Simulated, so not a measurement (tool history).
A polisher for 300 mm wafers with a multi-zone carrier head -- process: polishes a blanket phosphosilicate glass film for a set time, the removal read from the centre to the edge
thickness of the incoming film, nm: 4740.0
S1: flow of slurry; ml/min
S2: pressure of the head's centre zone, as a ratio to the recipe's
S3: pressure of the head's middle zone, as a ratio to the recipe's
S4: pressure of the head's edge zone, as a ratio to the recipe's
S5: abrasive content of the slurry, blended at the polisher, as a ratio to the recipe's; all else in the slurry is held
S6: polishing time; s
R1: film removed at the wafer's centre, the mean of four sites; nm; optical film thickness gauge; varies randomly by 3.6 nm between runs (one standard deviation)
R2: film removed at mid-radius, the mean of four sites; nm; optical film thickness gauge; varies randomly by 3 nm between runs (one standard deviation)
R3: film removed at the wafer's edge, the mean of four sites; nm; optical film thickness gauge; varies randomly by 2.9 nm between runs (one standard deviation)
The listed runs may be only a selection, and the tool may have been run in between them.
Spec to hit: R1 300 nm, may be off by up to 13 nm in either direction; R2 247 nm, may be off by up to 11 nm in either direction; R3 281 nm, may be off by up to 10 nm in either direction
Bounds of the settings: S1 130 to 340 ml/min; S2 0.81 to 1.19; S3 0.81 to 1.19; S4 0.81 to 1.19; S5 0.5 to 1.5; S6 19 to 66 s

Run 1, hour 0: S1 220 ml/min, S2 1, S3 1, S4 1, S5 1, S6 42 s. Result: R1 390.53 nm, R2 377.3 nm, R3 385.7 nm.
Run 2, hour 6.1: S1 220 ml/min, S2 1, S3 1, S4 0.94, S5 1, S6 42 s. Result: R1 387.18 nm, R2 391.99 nm, R3 367.12 nm.
Run 3, hour 11.3: S1 255 ml/min, S2 1, S3 1, S4 0.94, S5 1, S6 42 s. Result: R1 397.95 nm, R2 389.85 nm, R3 378.3 nm.
Run 4, hour 14.6: S1 255 ml/min, S2 0.97, S3 1, S4 0.94, S5 1, S6 42 s. Result: R1 384.71 nm, R2 394.64 nm, R3 379.63 nm.
Run 5, hour 19.3: S1 255 ml/min, S2 0.99, S3 0.96, S4 0.95, S5 0.85, S6 41 s. Result: R1 343.22 nm, R2 327.52 nm, R3 330.17 nm.
Run 6, hour 24.3: S1 255 ml/min, S2 0.99, S3 0.96, S4 0.91, S5 0.85, S6 41 s. Result: R1 338.58 nm, R2 329.3 nm, R3 330.35 nm.
Run 7, hour 27.9: S1 250 ml/min, S2 1.01, S3 0.92, S4 0.9, S5 0.8, S6 41 s. Result: R1 337.95 nm, R2 307.43 nm, R3 313.01 nm.
Run 8, hour 29.2: S1 200 ml/min, S2 0.99, S3 0.82, S4 0.96, S5 0.6, S6 40 s. Result: R1 250.11 nm, R2 214.46 nm, R3 245.06 nm.
Run 9, hour 31.2: S1 225 ml/min, S2 1, S3 0.83, S4 0.97, S5 0.6, S6 40 s. Result: R1 255.2 nm, R2 216.51 nm, R3 249.59 nm.
Run 10, hour 38.7: S1 240 ml/min, S2 1.09, S3 0.91, S4 1.05, S5 0.8, S6 40 s. Result: R1 355.76 nm, R2 293.88 nm, R3 327.48 nm.
Run 11, hour 41.2: S1 225 ml/min, S2 1.08, S3 0.89, S4 1.03, S5 0.8, S6 40 s. Result: R1 347.37 nm, R2 285.76 nm, R3 327.03 nm.
Run 12, hour 42.9: S1 230 ml/min, S2 1.06, S3 0.87, S4 0.96, S5 0.55, S6 39 s. Result: R1 245.66 nm, R2 201.88 nm, R3 219.16 nm.
Run 13, hour 46.3: S1 245 ml/min, S2 1.07, S3 0.88, S4 1, S5 0.6, S6 39 s. Result: R1 268.84 nm, R2 224.98 nm, R3 248.94 nm.
Run 14, hour 52.7: S1 260 ml/min, S2 1.08, S3 0.88, S4 1.02, S5 0.6, S6 39 s. Result: R1 275.52 nm, R2 224.69 nm, R3 256.82 nm.
Run 15, hour 59.6: S1 295 ml/min, S2 1.11, S3 0.95, S4 1.08, S5 0.7, S6 39 s. Result: R1 324.91 nm, R2 277.7 nm, R3 299.13 nm.
Run 16, hour 65.7: S1 295 ml/min, S2 1.1, S3 0.93, S4 1.07, S5 0.7, S6 39 s. Result: R1 317.29 nm, R2 273.69 nm, R3 297.61 nm.
Run 17, hour 74.3: S1 290 ml/min, S2 1.09, S3 0.91, S4 1.06, S5 0.7, S6 39 s. Result: R1 318.39 nm, R2 270.49 nm, R3 293.48 nm.
Run 18, hour 75.6: S1 280 ml/min, S2 1.08, S3 0.9, S4 1.05, S5 0.7, S6 39 s. Result: R1 313.53 nm, R2 261.39 nm, R3 286.55 nm.
Run 19, hour 82.2: S1 250 ml/min, S2 1.05, S3 0.87, S4 1.06, S5 0.7, S6 39 s. Result: R1 307.91 nm, R2 253.31 nm, R3 296.75 nm.

Exactly one of the 5 candidate moves below puts every result within its allowed miss. Which one?
Run A, hour 88.8: S1 245 ml/min, S2 0.97, S3 0.99, S4 1.06, S5 0.7, S6 37 s. Result: R1 ?, R2 ?, R3 ?.
Run B, hour 88.8: S1 240 ml/min, S2 1.03, S3 1.07, S4 1, S5 0.7, S6 37 s. Result: R1 ?, R2 ?, R3 ?.
Run C, hour 88.8: S1 250 ml/min, S2 1.09, S3 0.87, S4 1.05, S5 0.65, S6 37 s. Result: R1 ?, R2 ?, R3 ?.
Run D, hour 88.8: S1 255 ml/min, S2 1.06, S3 0.87, S4 1.02, S5 0.95, S6 31 s. Result: R1 ?, R2 ?, R3 ?.
Run E, hour 88.8: S1 285 ml/min, S2 1.14, S3 1.04, S4 0.94, S5 0.8, S6 35 s. Result: R1 ?, R2 ?, R3 ?.

move      R1      R2      R3
   A  263.59  262.96  274.54
   B  279.68  280.35  266.38
   C  278.89  222.11  257.57
   D  299.42  245.27  280.33
   E  328.73  289.91  273.56
A: gets the furthest-off result to its target, but another result is out of tolerance
B: moves the result that the last run missed by most past its target, out the other side
C: moves the result that the last run missed by most past its target, out the other side
D: all results in spec
E: gets the furthest-off result to its target, but another result is out of tolerance
Answer: D
